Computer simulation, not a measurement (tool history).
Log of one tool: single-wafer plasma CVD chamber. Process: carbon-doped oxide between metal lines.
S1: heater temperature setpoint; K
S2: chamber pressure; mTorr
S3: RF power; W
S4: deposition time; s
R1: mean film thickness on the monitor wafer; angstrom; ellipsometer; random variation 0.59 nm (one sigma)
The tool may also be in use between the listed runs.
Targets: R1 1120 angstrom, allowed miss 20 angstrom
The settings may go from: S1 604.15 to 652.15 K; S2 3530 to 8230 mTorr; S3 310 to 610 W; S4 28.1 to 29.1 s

| run | hour | S1 | S2 | S3 | S4 | R1 |
|---|---|---|---|---|---|---|
| 1 | 0 | 628.15 | 5880 | 460 | 28.1 | 1396.9 |
| 2 | 8.2 | 632.15 | 5880 | 460 | 28.1 | 1377.2 |
| 3 | 15.1 | 635.15 | 5640 | 440 | 28.1 | 1315.3 |
| 4 | 21 | 637.15 | 5400 | 425 | 28.1 | 1256.6 |
| 5 | 29.1 | 630.15 | 5400 | 425 | 28.1 | 1277.5 |
| 6 | 35.4 | 631.15 | 5010 | 420 | 28.1 | 1236.5 |
| 7 | 39.7 | 632.15 | 4700 | 420 | 28.1 | 1219.5 |
| 8 | 40.4 | 633.15 | 4440 | 420 | 28.1 | 1201.5 |
| 9 | 43.2 | 634.15 | 4240 | 420 | 28.1 | 1208.3 |
| 10 | 50.1 | 634.15 | 4090 | 415 | 28.1 | 1176.7 |
| 11 | 52 | 635.15 | 3970 | 415 | 28.1 | 1183 |
| 12 | 61 | 635.15 | 3880 | 410 | 28.1 | 1161.8 |
| 13 | 63.6 | 635.15 | 3800 | 405 | 28.1 | 1131.4 |
| 14 | 70.9 | 635.15 | 3770 | 405 | 28.1 | 1138.8 |
| 15 | 77.8 | 635.15 | 3770 | 405 | 28.1 | 1135 |
| 16 | 83.2 | 635.15 | 3730 | 405 | 28.1 | 1149.7 |
|  | 86.8 | thermocouple changed; heater temperature recalibrated |
| 17 | 86.8 | 635.15 | 3690 | 405 | 28.1 | 1141.9 |

Which of these 5 next moves meets every target?
| A | 90.4 | 633.15 | 3550 | 410 | 28.4 | ? |
| B | 90.4 | 632.15 | 3590 | 380 | 28.1 | ? |
| C | 90.4 | 639.15 | 4630 | 405 | 28.1 | ? |
| D | 90.4 | 636.15 | 3630 | 385 | 29.1 | ? |
| E | 90.4 | 634.15 | 3690 | 400 | 29 | ? |

| move | R1 |
|---|---|
| A | 1174.1 |
| B | 1078 |
| C | 1167.3 |
| D | 1120 |
| E | 1170.6 |
A: further off than the last run
B: takes the result that was furthest off past its target
C: further off than the last run
D: meets every target
E: further off than the last run
The right move is D.
